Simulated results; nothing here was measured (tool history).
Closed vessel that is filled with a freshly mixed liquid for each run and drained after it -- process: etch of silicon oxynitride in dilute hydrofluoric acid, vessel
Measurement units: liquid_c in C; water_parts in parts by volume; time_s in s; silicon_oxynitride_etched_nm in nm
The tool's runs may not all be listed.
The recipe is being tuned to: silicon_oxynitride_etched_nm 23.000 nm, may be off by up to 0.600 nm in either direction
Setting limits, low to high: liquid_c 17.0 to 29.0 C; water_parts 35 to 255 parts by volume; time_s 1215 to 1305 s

| run | hour | liquid_c | water_parts | time_s | silicon_oxynitride_etched_nm |
|---|---|---|---|---|---|
| 1 | 0.0 | 21.0 | 145 | 1215 | 15.072 |
| 2 | 2.5 | 21.0 | 95 | 1215 | 23.748 |
| 3 | 7.0 | 21.0 | 140 | 1215 | 15.620 |
| 4 | 15.0 | 23.5 | 140 | 1215 | 17.582 |
| 5 | 23.7 | 24.5 | 140 | 1215 | 18.259 |
| 6 | 26.5 | 26.0 | 140 | 1215 | 19.970 |
| 7 | 35.1 | 26.5 | 140 | 1215 | 20.436 |
| 8 | 38.6 | 27.0 | 140 | 1215 | 20.755 |
| 9 | 41.3 | 27.5 | 140 | 1215 | 21.122 |
| 10 | 47.1 | 28.0 | 140 | 1215 | 21.597 |
| 11 | 49.9 | 28.5 | 140 | 1215 | 21.924 |

Which one of the following 5 next-run settings gets every result inside its allowed miss? There is exactly one.
| A | 52.7 | 29.0 | 150 | 1235 | ? |
| B | 52.7 | 27.5 | 145 | 1280 | ? |
| C | 52.7 | 28.0 | 155 | 1300 | ? |
| D | 52.7 | 29.0 | 145 | 1215 | ? |
| E | 52.7 | 28.0 | 135 | 1255 | ? |

| move | silicon_oxynitride_etched_nm |
|---|---|
| A | 21.118 |
| B | 21.290 |
| C | 20.496 |
| D | 21.593 |
| E | 23.133 |
A: misses by more than the last run did
B: misses by more than the last run did
C: misses by more than the last run did
D: misses by more than the last run did
E: every result within its allowed miss
Correct choice: E, which meets every target

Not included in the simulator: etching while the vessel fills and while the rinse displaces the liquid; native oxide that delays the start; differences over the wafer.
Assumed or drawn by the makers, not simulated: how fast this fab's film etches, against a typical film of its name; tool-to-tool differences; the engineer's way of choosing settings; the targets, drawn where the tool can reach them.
